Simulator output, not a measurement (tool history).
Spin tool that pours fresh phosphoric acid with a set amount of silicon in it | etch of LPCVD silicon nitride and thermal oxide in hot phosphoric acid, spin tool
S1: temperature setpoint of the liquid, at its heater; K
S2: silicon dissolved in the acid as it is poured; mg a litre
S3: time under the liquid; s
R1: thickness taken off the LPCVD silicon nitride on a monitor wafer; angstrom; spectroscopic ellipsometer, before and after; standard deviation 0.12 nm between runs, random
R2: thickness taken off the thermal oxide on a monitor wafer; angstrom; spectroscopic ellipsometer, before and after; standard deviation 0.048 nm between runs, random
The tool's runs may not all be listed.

{"run": 1, "hour": 0.0, "S1": 433.15, "S2": 15, "S3": 180, "R1": 157.24, "R2": 3.1709}
{"run": 2, "hour": 6.8, "S1": 434.15, "S2": 15, "S3": 200, "R1": 180.54, "R2": 3.9192}
{"run": 3, "hour": 8.9, "S1": 434.15, "S2": 15, "S3": 170, "R1": 154.29, "R2": 3.3111}
{"run": 4, "hour": 17.1, "S1": 435.15, "S2": 15.5, "S3": 190, "R1": 178.2, "R2": 4.1462}
{"run": 5, "hour": 18.4, "S1": 436.65, "S2": 15.5, "S3": 190, "R1": 188.08, "R2": 4.9628}
{"run": 6, "hour": 22.7, "S1": 436.65, "S2": 10, "S3": 190, "R1": 187.88, "R2": 4.8556}
{"run": 7, "hour": 31.3, "S1": 436.65, "S2": 11, "S3": 205, "R1": 200.63, "R2": 6.0644}
{"run": 8, "hour": 33.5, "S1": 437.15, "S2": 15.5, "S3": 215, "R1": 216.14, "R2": 5.5786}
{"hour": 37.7, "done": "heated supply line repaired"}
{"run": 9, "hour": 37.7, "S1": 437.15, "S2": 15.5, "S3": 215, "R1": 233.61, "R2": 6.393}
{"run": 10, "hour": 42.8, "S1": 437.15, "S2": 18.5, "S3": 215, "R1": 232.14, "R2": 5.9768}
{"run": 11, "hour": 50.1, "S1": 437.15, "S2": 21, "S3": 220, "R1": 238.48, "R2": 5.5916}
{"run": 12, "hour": 54.6, "S1": 437.15, "S2": 21.5, "S3": 225, "R1": 244.31, "R2": 5.7098}
{"run": 13, "hour": 59.7, "S1": 437.15, "S2": 21.5, "S3": 230, "R1": 251.32, "R2": 5.5263}
{"run": 14, "hour": 60.8, "S1": 437.15, "S2": 21, "S3": 235, "R1": 255.92, "R2": 5.7884}
{"run": 15, "hour": 68.8, "S1": 437.15, "S2": 21, "S3": 240, "R1": 260.53, "R2": 6.8125}
{"run": 16, "hour": 71.8, "S1": 437.15, "S2": 22, "S3": 240, "R1": 260.77, "R2": 6.0448}

Run 17 has not been measured yet. What should we expect?
{"run": 17, "hour": 75.9, "S1": 437.15, "S2": 22, "S3": 245, "R1": "?", "R2": "?"}

Run 17 gave R1 265.42 angstrom, R2 5.9635 angstrom.
